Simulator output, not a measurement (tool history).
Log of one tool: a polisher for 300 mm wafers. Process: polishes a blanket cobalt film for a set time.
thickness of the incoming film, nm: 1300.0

run	hour	flow of slurry (ml/min)	pressure of the wafer on the pad (kPa)	speed of the pad under the wafer (cm/s)	polishing time (s)	film removed (Å)
1	0	245	13.8	94	54	1943.9
2	8.5	245	15.2	94	54	2131.2
3	13.2	245	11.7	94	54	1679.1
4	20.2	245	11.7	94	49	1531
5	27.8	300	11.7	94	49	1562.1
6	31.1	300	13.1	94	49	1747.9
7	38	305	14.5	94	49	1913.8
# hour 46.7: worn pad replaced by a new one
8	46.7	305	15.9	94	49	2308.3
9	47.9	315	16.5	94	49	2442.4
10	55.2	335	19.3	94	49	2785

The next listed run, before its measurement:
11	63.7	340	19.3	94	49	?

film removed (Å): 2805.4
